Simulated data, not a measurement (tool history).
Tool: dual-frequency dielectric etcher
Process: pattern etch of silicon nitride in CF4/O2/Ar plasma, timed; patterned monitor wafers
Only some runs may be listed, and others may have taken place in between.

| run | day | source power (kW) | bias power (kW) | Ar flow (sccm) | CF4 flow (sccm) | etch time (s) | mean etch depth across the wafer (angstrom) |
|---|---|---|---|---|---|---|---|
| 1 | 0 | 0.52 | 0.047 | 104 | 90 | 11 | 203.72 |
| 2 | 0.229 | 0.52 | 0.047 | 104 | 90 | 11 | 203.9 |
| 3 | 0.329 | 0.46 | 0.047 | 104 | 90 | 11 | 179.49 |
| 4 | 0.625 | 0.46 | 0.047 | 104 | 101 | 11 | 181.2 |
| 5 | 0.917 | 0.46 | 0.053 | 104 | 101 | 11 | 187.95 |
| 6 | 1.079 | 0.5 | 0.053 | 104 | 101 | 11 | 205.07 |

Estimate the outcome of run 7 from the log above:
| 7 | 1.246 | 0.51 | 0.053 | 104 | 101 | 11 | ? |

mean etch depth across the wafer (angstrom): 209.3
